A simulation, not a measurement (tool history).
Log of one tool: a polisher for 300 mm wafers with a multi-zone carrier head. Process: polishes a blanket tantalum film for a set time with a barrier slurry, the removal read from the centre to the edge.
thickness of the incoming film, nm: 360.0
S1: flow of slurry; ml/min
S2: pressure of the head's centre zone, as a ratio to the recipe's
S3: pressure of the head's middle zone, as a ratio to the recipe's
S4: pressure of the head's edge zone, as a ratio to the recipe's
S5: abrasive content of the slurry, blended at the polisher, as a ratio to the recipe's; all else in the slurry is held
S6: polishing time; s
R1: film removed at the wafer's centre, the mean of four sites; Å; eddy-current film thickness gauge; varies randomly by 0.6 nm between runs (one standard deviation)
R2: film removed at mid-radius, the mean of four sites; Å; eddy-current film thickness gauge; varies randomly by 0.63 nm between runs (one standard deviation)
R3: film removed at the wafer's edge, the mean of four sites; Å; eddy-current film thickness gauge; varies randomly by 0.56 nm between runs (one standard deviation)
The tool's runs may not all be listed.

Run 1, day 0: S1 275 ml/min, S2 1, S3 1, S4 1, S5 1, S6 53 s. Result: R1 490.28 Å, R2 497.09 Å, R3 505.78 Å.
Run 2, day 0.138: S1 275 ml/min, S2 1.03, S3 1, S4 1, S5 1, S6 53 s. Result: R1 509.33 Å, R2 500.51 Å, R3 514.83 Å.
Run 3, day 0.454: S1 275 ml/min, S2 1.03, S3 1, S4 1, S5 0.8, S6 53 s. Result: R1 474.79 Å, R2 471.54 Å, R3 466.42 Å.
Run 4, day 0.55: S1 275 ml/min, S2 1.03, S3 1, S4 1.07, S5 0.8, S6 53 s. Result: R1 470.61 Å, R2 462.62 Å, R3 477.85 Å.
Run 5, day 0.921: S1 280 ml/min, S2 1.05, S3 1.02, S4 1.05, S5 0.8, S6 53 s. Result: R1 471.23 Å, R2 475.52 Å, R3 486.85 Å.
Run 6, day 1.288: S1 280 ml/min, S2 1.05, S3 1.02, S4 1.05, S5 0.8, S6 65 s. Result: R1 582.56 Å, R2 578.98 Å, R3 597.97 Å.
Run 7, day 1.517: S1 280 ml/min, S2 1.05, S3 1.01, S4 1.01, S5 0.75, S6 64 s. Result: R1 569.99 Å, R2 558.2 Å, R3 555.57 Å.
Run 8, day 1.783: S1 280 ml/min, S2 1.04, S3 1, S4 0.98, S5 0.7, S6 64 s. Result: R1 551.97 Å, R2 533.06 Å, R3 540.46 Å.
Run 9, day 2.008: S1 280 ml/min, S2 1.05, S3 1.01, S4 0.95, S5 0.65, S6 64 s. Result: R1 536.68 Å, R2 523.81 Å, R3 504.66 Å.
Run 10, day 2.338: S1 280 ml/min, S2 1.05, S3 1.01, S4 0.93, S5 0.65, S6 64 s. Result: R1 530.01 Å, R2 532.29 Å, R3 513.98 Å.
Run 11, day 2.658: S1 280 ml/min, S2 1.07, S3 1.01, S4 0.91, S5 0.6, S6 64 s. Result: R1 533.75 Å, R2 513.78 Å, R3 493.22 Å.
Run 12, day 2.992: S1 280 ml/min, S2 1.07, S3 1.01, S4 0.89, S5 0.6, S6 64 s. Result: R1 539.19 Å, R2 512.23 Å, R3 485.5 Å.
Run 13, day 3.167: S1 270 ml/min, S2 1.04, S3 1.03, S4 0.83, S5 0.5, S6 64 s. Result: R1 483.3 Å, R2 473.4 Å, R3 431.08 Å.
Run 14, day 3.192: S1 280 ml/min, S2 1.05, S3 1.03, S4 0.84, S5 0.5, S6 64 s. Result: R1 483.2 Å, R2 477.21 Å, R3 446.77 Å.
Run 15, day 3.388: S1 280 ml/min, S2 1.06, S3 1.04, S4 0.84, S5 0.5, S6 64 s. Result: R1 483.96 Å, R2 479.2 Å, R3 435.01 Å.
At day 3.462: worn pad replaced by a new one.
Run 16, day 3.462: S1 280 ml/min, S2 1.07, S3 1.04, S4 0.85, S5 0.5, S6 64 s. Result: R1 566.48 Å, R2 560.58 Å, R3 506.73 Å.
Run 17, day 3.604: S1 265 ml/min, S2 1.07, S3 1.04, S4 0.85, S5 0.5, S6 64 s. Result: R1 559.75 Å, R2 539.62 Å, R3 508.68 Å.

Run 18 has not been measured yet. What should we expect?
Run 18, day 3.717: S1 270 ml/min, S2 1.07, S3 1.04, S4 0.85, S5 0.5, S6 64 s. Result: R1 ?, R2 ?, R3 ?.

R1: 546.35 Å
R2: 550.94 Å
R3: 507.06 Å
